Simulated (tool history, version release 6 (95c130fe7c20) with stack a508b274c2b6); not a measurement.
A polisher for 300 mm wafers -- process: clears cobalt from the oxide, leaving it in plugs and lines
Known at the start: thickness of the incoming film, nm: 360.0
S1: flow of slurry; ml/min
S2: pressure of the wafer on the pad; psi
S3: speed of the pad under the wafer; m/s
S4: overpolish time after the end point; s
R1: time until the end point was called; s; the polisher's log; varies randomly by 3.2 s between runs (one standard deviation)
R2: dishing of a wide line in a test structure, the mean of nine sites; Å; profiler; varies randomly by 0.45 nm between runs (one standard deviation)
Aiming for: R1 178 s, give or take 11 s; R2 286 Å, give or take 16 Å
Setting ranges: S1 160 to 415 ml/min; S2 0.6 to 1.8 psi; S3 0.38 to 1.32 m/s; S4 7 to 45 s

{"run": 1, "day": 0.0, "S1": 265, "S2": 1.2, "S3": 0.84, "S4": 23, "R1": 146.94, "R2": 370.6}
{"run": 2, "day": 0.112, "S1": 265, "S2": 0.9, "S3": 0.84, "S4": 23, "R1": 193.77, "R2": 310.85}
{"run": 3, "day": 0.392, "S1": 265, "S2": 0.9, "S3": 0.64, "S4": 23, "R1": 254.28, "R2": 259}
{"run": 4, "day": 0.712, "S1": 265, "S2": 1, "S3": 0.64, "S4": 22, "R1": 226.27, "R2": 271.84}
{"run": 5, "day": 0.942, "S1": 265, "S2": 1, "S3": 0.64, "S4": 21, "R1": 225.72, "R2": 253.31}
{"run": 6, "day": 1.021, "S1": 265, "S2": 1, "S3": 0.44, "S4": 21, "R1": 326.87, "R2": 190.85}
{"run": 7, "day": 1.392, "S1": 265, "S2": 1.1, "S3": 0.44, "S4": 21, "R1": 302.18, "R2": 209.51}
{"run": 8, "day": 1.579, "S1": 265, "S2": 1.2, "S3": 0.44, "S4": 21, "R1": 271.6, "R2": 219.89}
{"run": 9, "day": 1.633, "S1": 265, "S2": 1.3, "S3": 0.44, "S4": 21, "R1": 264.56, "R2": 237.52}
{"run": 10, "day": 1.933, "S1": 265, "S2": 1.4, "S3": 0.44, "S4": 20, "R1": 243.47, "R2": 236.37}
{"run": 11, "day": 2.146, "S1": 265, "S2": 1.5, "S3": 0.44, "S4": 20, "R1": 218.68, "R2": 237.97}
{"run": 12, "day": 2.442, "S1": 265, "S2": 1.6, "S3": 0.46, "S4": 21, "R1": 203.56, "R2": 276.79}

Pick the move, out of 4, that brings all results within their allowed miss; only one does.
{"run": "A", "day": 2.738, "S1": 270, "S2": 1.7, "S3": 0.6, "S4": 14, "R1": "?", "R2": "?"}
{"run": "B", "day": 2.738, "S1": 240, "S2": 1.6, "S3": 0.4, "S4": 25, "R1": "?", "R2": "?"}
{"run": "C", "day": 2.738, "S1": 245, "S2": 1.2, "S3": 0.52, "S4": 22, "R1": "?", "R2": "?"}
{"run": "D", "day": 2.738, "S1": 290, "S2": 1.7, "S3": 0.5, "S4": 19, "R1": "?", "R2": "?"}

move=A R1=149.56 R2=254.45
move=B R1=235.23 R2=281.5
move=C R1=236.09 R2=254.58
move=D R1=176.7 R2=283.14
A: the result that was furthest off in the last run now lies on the other side of its target
B: its largest miss is bigger than the last run's
C: its largest miss is bigger than the last run's
D: in spec on every target
D is the move that brings every result within its allowed miss.

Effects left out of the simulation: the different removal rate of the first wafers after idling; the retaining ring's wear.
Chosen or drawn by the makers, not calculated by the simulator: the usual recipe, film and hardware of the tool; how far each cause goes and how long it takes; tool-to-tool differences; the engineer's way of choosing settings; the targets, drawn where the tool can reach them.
